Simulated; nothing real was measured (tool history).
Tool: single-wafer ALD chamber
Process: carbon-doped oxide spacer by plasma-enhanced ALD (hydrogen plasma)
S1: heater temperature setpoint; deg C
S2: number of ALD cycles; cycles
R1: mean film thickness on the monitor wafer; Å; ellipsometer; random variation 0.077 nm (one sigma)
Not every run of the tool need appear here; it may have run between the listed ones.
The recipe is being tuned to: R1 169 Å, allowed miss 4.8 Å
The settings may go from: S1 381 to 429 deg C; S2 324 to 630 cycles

Run 1, hour 0: S1 405 deg C, S2 477 cycles. Result: R1 236.88 Å.
Run 2, hour 5.6: S1 407 deg C, S2 437 cycles. Result: R1 217.95 Å.
Run 3, hour 14.1: S1 407 deg C, S2 465 cycles. Result: R1 228.38 Å.
Run 4, hour 21.7: S1 398 deg C, S2 465 cycles. Result: R1 235.69 Å.
Run 5, hour 25.6: S1 392 deg C, S2 465 cycles. Result: R1 235.98 Å.
Run 6, hour 27.2: S1 398 deg C, S2 428 cycles. Result: R1 216.18 Å.
Run 7, hour 32.3: S1 401 deg C, S2 401 cycles. Result: R1 200.46 Å.
Run 8, hour 33.9: S1 402 deg C, S2 382 cycles. Result: R1 191.93 Å.
Run 9, hour 35.5: S1 408 deg C, S2 324 cycles. Result: R1 159.8 Å.
Run 10, hour 42.1: S1 407 deg C, S2 328 cycles. Result: R1 161.96 Å.
Run 11, hour 50.1: S1 406 deg C, S2 331 cycles. Result: R1 163.79 Å.

Exactly one of the 4 candidate moves below puts every result within its allowed miss. Which one?
Run A, hour 58.1: S1 406 deg C, S2 370 cycles. Result: R1 ?.
Run B, hour 58.1: S1 408 deg C, S2 324 cycles. Result: R1 ?.
Run C, hour 58.1: S1 411 deg C, S2 345 cycles. Result: R1 ?.
Run D, hour 58.1: S1 420 deg C, S2 334 cycles. Result: R1 ?.

move      R1
   A   182.6
   B  159.04
   C  167.97
   D  158.63
A: takes the biggest miss from the last run beyond its target
B: further off than the last run
C: every result lands within tolerance
D: further off than the last run
Answer: C
